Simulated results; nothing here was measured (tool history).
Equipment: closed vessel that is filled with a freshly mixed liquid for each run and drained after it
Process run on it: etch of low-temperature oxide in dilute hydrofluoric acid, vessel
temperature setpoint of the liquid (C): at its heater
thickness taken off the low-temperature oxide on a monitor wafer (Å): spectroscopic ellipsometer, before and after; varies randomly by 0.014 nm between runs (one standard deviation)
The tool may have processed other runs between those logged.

run,hour,temperature setpoint of the liquid (C),parts of water to one part of 49 % hydrofluoric acid (parts by volume),time in the liquid (s),thickness taken off the low-temperature oxide on a monitor wafer (Å)
1,0.0,25.0,240,60,27.032
2,1.8,24.0,250,60,24.646
3,5.0,22.5,250,60,22.917
4,6.0,22.5,250,60,22.656
5,11.2,22.5,250,60,22.721
6,15.9,21.5,255,60,21.698
7,18.9,21.0,260,60,20.601
8,25.7,20.5,265,60,19.921
9,29.3,20.0,270,60,19.004

Run 10 has not been measured yet. What should we expect?
10,34.5,19.5,270,60,?

Run 10 produced thickness taken off the low-temperature oxide on a monitor wafer (Å) 18.479.
